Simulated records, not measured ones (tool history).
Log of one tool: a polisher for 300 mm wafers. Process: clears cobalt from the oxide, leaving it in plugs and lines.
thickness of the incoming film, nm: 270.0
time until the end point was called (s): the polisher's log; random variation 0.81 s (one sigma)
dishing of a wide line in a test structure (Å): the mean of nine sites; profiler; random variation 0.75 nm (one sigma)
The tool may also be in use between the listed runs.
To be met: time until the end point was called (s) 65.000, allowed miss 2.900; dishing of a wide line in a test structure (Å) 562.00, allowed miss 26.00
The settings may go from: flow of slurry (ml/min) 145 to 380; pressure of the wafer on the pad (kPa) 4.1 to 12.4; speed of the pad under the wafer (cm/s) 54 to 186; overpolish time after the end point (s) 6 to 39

run	hour	flow of slurry (ml/min)	pressure of the wafer on the pad (kPa)	speed of the pad under the wafer (cm/s)	overpolish time after the end point (s)	time until the end point was called (s)	dishing of a wide line in a test structure (Å)
1	0.0	245	8.3	118	20	75.359	397.00
2	2.4	225	8.3	118	20	76.031	396.42
3	7.7	225	6.9	118	20	86.887	375.89
4	8.7	225	6.9	118	21	84.881	379.13
5	15.3	225	6.9	118	22	85.677	381.96
6	21.6	225	6.9	118	23	84.446	395.11
7	23.2	225	6.9	118	24	87.238	410.80
8	29.8	225	7.6	118	25	81.639	435.38
9	36.5	225	7.6	118	26	80.696	439.52
10	39.3	225	7.6	118	27	80.212	457.00
11	44.4	225	9.0	120	29	69.145	515.87
12	51.7	225	9.0	120	30	69.383	510.55
13	56.8	225	9.0	120	30	69.238	519.42
14	57.4	225	9.0	120	31	71.340	508.05

Which of these 4 next moves meets every target?
A	58.0	220	7.6	130	36	?	?
B	58.0	265	9.7	120	37	?	?
C	58.0	235	10.3	104	26	?	?
D	58.0	250	8.3	140	20	?	?

move	time until the end point was called (s)	dishing of a wide line in a test structure (Å)
A	73.810	531.50
B	64.957	560.13
C	70.836	469.24
D	63.872	431.51
A: further off than the last run
B: meets every target
C: further off than the last run
D: brings the result that was furthest off to its target, and leaves another outside
Move B is the one to make.
